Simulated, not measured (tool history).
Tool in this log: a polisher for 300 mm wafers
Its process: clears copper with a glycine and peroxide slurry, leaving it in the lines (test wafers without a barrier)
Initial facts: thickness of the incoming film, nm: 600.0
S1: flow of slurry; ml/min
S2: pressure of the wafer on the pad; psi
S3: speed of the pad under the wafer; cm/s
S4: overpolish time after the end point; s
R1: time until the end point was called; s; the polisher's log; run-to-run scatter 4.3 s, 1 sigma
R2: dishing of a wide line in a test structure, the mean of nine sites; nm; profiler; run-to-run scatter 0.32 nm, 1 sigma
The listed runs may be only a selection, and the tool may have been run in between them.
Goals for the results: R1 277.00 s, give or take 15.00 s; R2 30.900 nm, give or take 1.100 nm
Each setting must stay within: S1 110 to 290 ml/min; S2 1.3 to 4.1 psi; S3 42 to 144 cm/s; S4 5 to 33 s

run,hour,S1,S2,S3,S4,R1,R2
1,0.0,185,2.7,92,17,155.85,45.386
2,2.4,185,3.3,92,17,132.64,50.548
3,6.0,185,3.3,84,17,142.35,47.489
4,7.9,165,3.3,84,17,144.03,47.593
5,11.5,165,2.8,80,17,166.29,40.819
6,15.8,160,2.4,76,18,196.65,39.223
7,17.0,160,2.1,74,18,217.83,35.572
8,20.1,160,2.1,74,18,222.34,35.924
9,22.2,160,1.9,74,18,227.16,34.301
10,30.3,160,1.7,72,18,260.13,31.530

Which single option among these 4 for the next run brings every result within its allowed miss of target? Just one does.
A,38.4,130,1.8,64,19,?,?
B,38.4,155,1.7,86,17,?,?
C,38.4,115,1.8,76,18,?,?
D,38.4,150,1.7,76,17,?,?

move,R1,R2
A,277.00,30.385
B,226.92,32.358
C,251.75,31.263
D,248.95,30.066
A: every result lands within tolerance
B: moves away from the targets compared with the last run
C: moves away from the targets compared with the last run
D: moves away from the targets compared with the last run
A is the move that brings every result within its allowed miss.
